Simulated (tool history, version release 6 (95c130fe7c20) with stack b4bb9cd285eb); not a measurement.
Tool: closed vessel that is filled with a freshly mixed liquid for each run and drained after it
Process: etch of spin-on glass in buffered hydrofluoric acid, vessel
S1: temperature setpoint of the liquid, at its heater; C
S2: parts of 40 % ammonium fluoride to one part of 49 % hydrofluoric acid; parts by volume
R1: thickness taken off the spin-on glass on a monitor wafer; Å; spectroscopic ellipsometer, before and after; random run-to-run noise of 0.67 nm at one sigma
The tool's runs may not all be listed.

{"run": 1, "day": 0.0, "S1": 21, "S2": 11.5, "time in the liquid (s)": 85, "R1": 1697.1}
{"run": 2, "day": 0.096, "S1": 21, "S2": 11.5, "time in the liquid (s)": 95, "R1": 1889.4}
{"run": 3, "day": 0.483, "S1": 21, "S2": 9.5, "time in the liquid (s)": 95, "R1": 2246}
{"run": 4, "day": 0.712, "S1": 23.5, "S2": 9.5, "time in the liquid (s)": 95, "R1": 2571.9}
{"run": 5, "day": 0.842, "S1": 23.5, "S2": 7, "time in the liquid (s)": 95, "R1": 3466.5}
{"run": 6, "day": 1.008, "S1": 23.5, "S2": 7, "time in the liquid (s)": 85, "R1": 3137}

Run 7 has not been measured yet. What should we expect?
{"run": 7, "day": 1.312, "S1": 21.5, "S2": 7.5, "time in the liquid (s)": 85, "R1": "?"}

Run 7 yielded R1 2586.3 Å.

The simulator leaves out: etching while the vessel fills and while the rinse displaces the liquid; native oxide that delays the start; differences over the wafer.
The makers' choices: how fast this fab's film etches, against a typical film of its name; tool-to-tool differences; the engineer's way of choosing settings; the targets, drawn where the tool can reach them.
